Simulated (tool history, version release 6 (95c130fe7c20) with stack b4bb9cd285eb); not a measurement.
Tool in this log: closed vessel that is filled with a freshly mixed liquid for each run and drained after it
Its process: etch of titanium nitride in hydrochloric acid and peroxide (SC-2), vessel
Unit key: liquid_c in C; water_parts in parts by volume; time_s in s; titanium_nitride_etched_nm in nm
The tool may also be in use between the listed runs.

run 1 day=0.000 | liquid_c=52.0 water_parts=11 time_s=1005 | titanium_nitride_etched_nm=16.8880
run 2 day=0.271 | liquid_c=52.0 water_parts=8 time_s=1005 | titanium_nitride_etched_nm=21.8610
run 3 day=0.296 | liquid_c=49.0 water_parts=8 time_s=1005 | titanium_nitride_etched_nm=18.1240
run 4 day=0.454 | liquid_c=49.0 water_parts=8 time_s=1005 | titanium_nitride_etched_nm=17.7720
run 5 day=0.500 | liquid_c=46.5 water_parts=8 time_s=1005 | titanium_nitride_etched_nm=15.1960
run 6 day=0.854 | liquid_c=44.5 water_parts=8 time_s=1005 | titanium_nitride_etched_nm=13.1600
run 7 day=1.025 | liquid_c=44.5 water_parts=8 time_s=1005 | titanium_nitride_etched_nm=13.1430
run 8 day=1.183 | liquid_c=44.5 water_parts=8 time_s=1005 | titanium_nitride_etched_nm=13.2370
run 9 day=1.421 | liquid_c=43.0 water_parts=8 time_s=1005 | titanium_nitride_etched_nm=11.9640
run 10 day=1.729 | liquid_c=41.5 water_parts=8 time_s=1005 | titanium_nitride_etched_nm=10.8410
run 11 day=1.900 | liquid_c=40.5 water_parts=8 time_s=1005 | titanium_nitride_etched_nm=9.9596
run 12 day=2.196 | liquid_c=40.0 water_parts=8 time_s=1005 | titanium_nitride_etched_nm=9.7118

What will run 13 give?
run 13 day=2.233 | liquid_c=39.5 water_parts=8 time_s=1005 | titanium_nitride_etched_nm=?

{"run 13": {"titanium_nitride_etched_nm": 9.2831}}

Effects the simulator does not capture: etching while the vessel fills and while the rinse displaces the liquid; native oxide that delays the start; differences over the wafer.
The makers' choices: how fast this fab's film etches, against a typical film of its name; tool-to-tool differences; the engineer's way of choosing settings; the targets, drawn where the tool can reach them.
